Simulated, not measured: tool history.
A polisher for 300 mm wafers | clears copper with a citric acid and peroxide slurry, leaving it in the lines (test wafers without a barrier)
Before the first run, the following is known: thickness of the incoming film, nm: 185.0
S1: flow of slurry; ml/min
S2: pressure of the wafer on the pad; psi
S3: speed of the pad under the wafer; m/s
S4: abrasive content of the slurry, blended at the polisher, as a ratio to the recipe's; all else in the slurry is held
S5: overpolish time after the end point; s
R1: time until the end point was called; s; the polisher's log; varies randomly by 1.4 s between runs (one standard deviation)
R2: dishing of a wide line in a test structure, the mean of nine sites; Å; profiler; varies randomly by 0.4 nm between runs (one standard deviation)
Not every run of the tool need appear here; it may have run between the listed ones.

| run | hour | S1 | S2 | S3 | S4 | S5 | R1 | R2 |
|---|---|---|---|---|---|---|---|---|
| 1 | 0 | 230 | 2.1 | 1.2 | 1 | 23 | 109.77 | 278.35 |
| 2 | 5.5 | 225 | 2 | 1.2 | 1 | 25 | 112.3 | 286.93 |
| 3 | 12 | 225 | 2.3 | 1.2 | 1 | 25 | 104.05 | 313.16 |
| 4 | 19.5 | 220 | 2.1 | 1.18 | 1 | 27 | 110.81 | 309.93 |
| 5 | 24.2 | 220 | 2.1 | 1.3 | 1 | 27 | 101.69 | 326.06 |
| 6 | 30.1 | 220 | 1.9 | 1.28 | 1 | 29 | 109.86 | 329.39 |
| 7 | 35.7 | 220 | 1.8 | 1.26 | 1 | 31 | 116.46 | 334.9 |
| 8 | 38.5 | 220 | 1.7 | 1.26 | 1 | 32 | 121.01 | 333.63 |
| 9 | 44.3 | 220 | 1.6 | 1.26 | 1 | 33 | 120.87 | 330.89 |

Run 10 comes next. What will it give?
| 10 | 46.3 | 200 | 1.2 | 1.2 | 1 | 39 | ? | ? |

{"run 10": {"R1": 149.81, "R2": 313.99}}
